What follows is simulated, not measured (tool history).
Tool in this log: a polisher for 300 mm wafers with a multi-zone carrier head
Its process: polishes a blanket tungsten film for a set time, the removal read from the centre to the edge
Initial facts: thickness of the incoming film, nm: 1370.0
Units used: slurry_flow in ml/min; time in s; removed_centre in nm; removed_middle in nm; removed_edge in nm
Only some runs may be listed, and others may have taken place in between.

run    day  slurry_flow  centre_zone  middle_zone  edge_zone  slurry_solids  time  removed_centre  removed_middle  removed_edge
  1      0          315            1            1          1              1    32          94.385          94.114        95.326
  2  0.192          315            1            1          1              1    36          107.16          107.57        108.83
  3  0.538          315            1            1          1           0.85    36          102.58          103.25        103.86
  4    0.8          330         1.01         1.05       1.05           0.95    36           107.7           110.8        108.14
  5  0.979          330            1         1.07       1.08            1.1    36          108.32          115.62         110.1
  6  1.221          330            1         1.07       1.08            1.1    40          122.11          127.62        125.37
  7  1.442          340         0.99         1.08       1.09           1.15    40           122.5          131.14        123.41

Forecast run 8:
  8  1.742          320         0.98         1.09       1.11            1.2    40               ?               ?             ?

removed_centre: 120.18 nm
removed_middle: 134.61 nm
removed_edge: 131.16 nm
